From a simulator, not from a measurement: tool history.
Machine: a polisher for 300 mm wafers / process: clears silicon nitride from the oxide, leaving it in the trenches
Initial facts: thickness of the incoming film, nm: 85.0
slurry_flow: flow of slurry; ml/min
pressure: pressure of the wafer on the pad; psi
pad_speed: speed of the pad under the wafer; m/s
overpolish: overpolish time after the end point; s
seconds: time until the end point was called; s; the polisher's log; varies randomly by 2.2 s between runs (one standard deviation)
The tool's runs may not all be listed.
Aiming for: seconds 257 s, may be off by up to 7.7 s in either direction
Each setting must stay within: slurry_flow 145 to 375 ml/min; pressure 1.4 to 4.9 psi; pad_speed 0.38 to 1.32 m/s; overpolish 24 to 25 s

run 1 hour=0 | slurry_flow=240 pressure=3.1 pad_speed=0.84 overpolish=24 | seconds=126.57
run 2 hour=1.4 | slurry_flow=235 pressure=2.7 pad_speed=0.82 overpolish=24 | seconds=146.13
run 3 hour=9.5 | slurry_flow=235 pressure=2.4 pad_speed=0.78 overpolish=24 | seconds=170.45
run 4 hour=16.6 | slurry_flow=235 pressure=2.4 pad_speed=0.66 overpolish=24 | seconds=200.95
run 5 hour=24.4 | slurry_flow=235 pressure=2.4 pad_speed=0.8 overpolish=24 | seconds=168.44
run 6 hour=32 | slurry_flow=235 pressure=2.4 pad_speed=0.8 overpolish=24 | seconds=165.82
run 7 hour=36.9 | slurry_flow=235 pressure=2.2 pad_speed=0.78 overpolish=24 | seconds=183.64
run 8 hour=40.3 | slurry_flow=225 pressure=1.4 pad_speed=0.72 overpolish=24 | seconds=297.95
run 9 hour=48.4 | slurry_flow=295 pressure=1.7 pad_speed=0.72 overpolish=24 | seconds=243.1
run 10 hour=51.3 | slurry_flow=290 pressure=1.7 pad_speed=0.72 overpolish=24 | seconds=245.82

4 candidate next runs follow, results not yet known. Just one meets every target within its allowed miss. Identify it.
run A hour=54.2 | slurry_flow=295 pressure=1.4 pad_speed=0.82 overpolish=24 | seconds=?
run B hour=54.2 | slurry_flow=270 pressure=1.5 pad_speed=0.72 overpolish=25 | seconds=?
run C hour=54.2 | slurry_flow=275 pressure=1.4 pad_speed=0.76 overpolish=24 | seconds=?
run D hour=54.2 | slurry_flow=325 pressure=1.9 pad_speed=0.68 overpolish=25 | seconds=?

move=A seconds=258.28
move=B seconds=278.27
move=C seconds=279.95
move=D seconds=234.15
A: all results in spec
B: the result that was furthest off in the last run now lies on the other side of its target
C: the result that was furthest off in the last run now lies on the other side of its target
D: the biggest miss grows against the last run
A meets every target.
